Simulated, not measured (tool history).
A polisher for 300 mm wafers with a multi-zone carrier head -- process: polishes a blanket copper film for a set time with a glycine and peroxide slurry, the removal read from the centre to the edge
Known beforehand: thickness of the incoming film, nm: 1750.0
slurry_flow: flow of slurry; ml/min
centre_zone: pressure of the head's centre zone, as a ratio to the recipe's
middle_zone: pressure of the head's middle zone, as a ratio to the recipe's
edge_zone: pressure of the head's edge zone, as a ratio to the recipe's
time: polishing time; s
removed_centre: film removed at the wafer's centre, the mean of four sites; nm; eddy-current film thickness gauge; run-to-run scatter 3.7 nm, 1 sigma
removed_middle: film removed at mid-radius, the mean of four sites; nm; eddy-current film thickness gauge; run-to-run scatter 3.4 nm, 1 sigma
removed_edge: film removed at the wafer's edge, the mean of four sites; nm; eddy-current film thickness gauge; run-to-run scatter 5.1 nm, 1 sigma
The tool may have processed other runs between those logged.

run 1 hour=0.0 | slurry_flow=230 centre_zone=1.00 middle_zone=1.00 edge_zone=1.00 time=67 | removed_centre=321.20 removed_middle=313.23 removed_edge=324.74
run 2 hour=7.7 | slurry_flow=230 centre_zone=0.97 middle_zone=1.00 edge_zone=1.00 time=67 | removed_centre=313.89 removed_middle=316.82 removed_edge=317.41
run 3 hour=12.5 | slurry_flow=230 centre_zone=1.00 middle_zone=1.00 edge_zone=1.00 time=67 | removed_centre=317.00 removed_middle=311.17 removed_edge=325.31
run 4 hour=17.4 | slurry_flow=285 centre_zone=1.00 middle_zone=1.00 edge_zone=1.00 time=67 | removed_centre=326.23 removed_middle=318.64 removed_edge=324.13
run 5 hour=23.5 | slurry_flow=255 centre_zone=1.00 middle_zone=1.00 edge_zone=1.00 time=67 | removed_centre=322.67 removed_middle=315.76 removed_edge=326.85
run 6 hour=25.3 | slurry_flow=255 centre_zone=1.02 middle_zone=1.03 edge_zone=1.01 time=68 | removed_centre=332.33 removed_middle=327.50 removed_edge=328.27
run 7 hour=30.6 | slurry_flow=255 centre_zone=1.02 middle_zone=1.03 edge_zone=1.01 time=68 | removed_centre=331.60 removed_middle=327.86 removed_edge=332.99
run 8 hour=36.7 | slurry_flow=255 centre_zone=1.04 middle_zone=1.05 edge_zone=1.02 time=69 | removed_centre=341.93 removed_middle=334.98 removed_edge=340.09

What will run 9 give?
run 9 hour=44.5 | slurry_flow=255 centre_zone=1.05 middle_zone=1.07 edge_zone=1.03 time=70 | removed_centre=? removed_middle=? removed_edge=?

removed_centre: 351.57 nm
removed_middle: 346.55 nm
removed_edge: 346.19 nm

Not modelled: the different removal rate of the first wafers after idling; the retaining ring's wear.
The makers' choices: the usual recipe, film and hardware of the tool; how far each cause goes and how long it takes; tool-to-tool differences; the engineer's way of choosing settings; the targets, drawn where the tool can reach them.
